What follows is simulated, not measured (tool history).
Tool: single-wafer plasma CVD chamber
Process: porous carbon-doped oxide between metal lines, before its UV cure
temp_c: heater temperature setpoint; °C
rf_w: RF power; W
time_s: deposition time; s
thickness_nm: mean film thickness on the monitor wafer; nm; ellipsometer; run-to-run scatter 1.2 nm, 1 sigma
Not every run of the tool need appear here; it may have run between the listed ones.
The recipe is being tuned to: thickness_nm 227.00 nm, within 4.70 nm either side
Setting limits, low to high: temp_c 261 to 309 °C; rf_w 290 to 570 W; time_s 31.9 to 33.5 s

run 1 hour=0.0 | temp_c=285 rf_w=430 time_s=33.5 | thickness_nm=183.19
run 2 hour=3.4 | temp_c=283 rf_w=435 time_s=33.5 | thickness_nm=186.03
run 3 hour=5.7 | temp_c=281 rf_w=440 time_s=33.5 | thickness_nm=187.44
run 4 hour=9.7 | temp_c=281 rf_w=410 time_s=33.5 | thickness_nm=177.59
run 5 hour=11.6 | temp_c=281 rf_w=410 time_s=31.9 | thickness_nm=168.59
run 6 hour=14.0 | temp_c=280 rf_w=420 time_s=32.0 | thickness_nm=174.97
run 7 hour=17.4 | temp_c=268 rf_w=490 time_s=32.5 | thickness_nm=217.27
run 8 hour=25.7 | temp_c=267 rf_w=490 time_s=32.5 | thickness_nm=216.99
run 9 hour=26.2 | temp_c=265 rf_w=495 time_s=32.5 | thickness_nm=223.41

Pick the move, out of 5, that brings all results within their allowed miss; only one does.
run A hour=26.7 | temp_c=264 rf_w=495 time_s=33.2 | thickness_nm=?
run B hour=26.7 | temp_c=261 rf_w=455 time_s=33.5 | thickness_nm=?
run C hour=26.7 | temp_c=263 rf_w=485 time_s=31.9 | thickness_nm=?
run D hour=26.7 | temp_c=261 rf_w=460 time_s=33.2 | thickness_nm=?
run E hour=26.7 | temp_c=264 rf_w=495 time_s=31.9 | thickness_nm=?

move=A thickness_nm=227.35
move=B thickness_nm=217.70
move=C thickness_nm=216.60
move=D thickness_nm=217.90
move=E thickness_nm=218.70
A: each result inside its tolerance
B: its largest miss is bigger than the last run's
C: its largest miss is bigger than the last run's
D: its largest miss is bigger than the last run's
E: its largest miss is bigger than the last run's
Answer: A

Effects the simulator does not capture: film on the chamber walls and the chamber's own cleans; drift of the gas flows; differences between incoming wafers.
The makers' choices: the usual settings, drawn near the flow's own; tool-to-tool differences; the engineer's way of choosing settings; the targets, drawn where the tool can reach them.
